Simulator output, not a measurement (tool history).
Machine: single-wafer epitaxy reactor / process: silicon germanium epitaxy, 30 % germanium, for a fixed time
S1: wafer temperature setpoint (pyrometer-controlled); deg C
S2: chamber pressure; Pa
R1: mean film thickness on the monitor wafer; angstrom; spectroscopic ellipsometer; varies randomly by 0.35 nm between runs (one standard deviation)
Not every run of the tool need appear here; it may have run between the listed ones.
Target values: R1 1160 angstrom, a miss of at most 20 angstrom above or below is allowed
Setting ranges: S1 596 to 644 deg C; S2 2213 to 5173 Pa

run 1 hour=0 | S1=620 S2=3693 | R1=870.21
run 2 hour=7.9 | S1=616 S2=3693 | R1=800.89
run 3 hour=13.3 | S1=616 S2=4120 | R1=829.77
run 4 hour=19.8 | S1=620 S2=4133 | R1=901.91
run 5 hour=21 | S1=611 S2=4133 | R1=752.41
run 6 hour=23 | S1=611 S2=3893 | R1=735.09
run 7 hour=26.3 | S1=615 S2=3906 | R1=797.14
run 8 hour=32.1 | S1=619 S2=3920 | R1=866.92
run 9 hour=40.3 | S1=622 S2=3933 | R1=927.45
run 10 hour=42.2 | S1=624 S2=3933 | R1=960.39
run 11 hour=45.9 | S1=626 S2=3933 | R1=996.3
run 12 hour=53.5 | S1=628 S2=3933 | R1=1038
run 13 hour=62.4 | S1=635 S2=3960 | R1=1188.6

Which of these 5 next moves meets every target?
run A hour=71.3 | S1=635 S2=4280 | R1=?
run B hour=71.3 | S1=634 S2=4320 | R1=?
run C hour=71.3 | S1=639 S2=3306 | R1=?
run D hour=71.3 | S1=637 S2=3813 | R1=?
run E hour=71.3 | S1=635 S2=3733 | R1=?

move=A R1=1222.8
move=B R1=1203.5
move=C R1=1206.9
move=D R1=1220.2
move=E R1=1165.8
A: further off than the last run
B: further off than the last run
C: further off than the last run
D: further off than the last run
E: every result within its allowed miss
The move that meets every target is E.
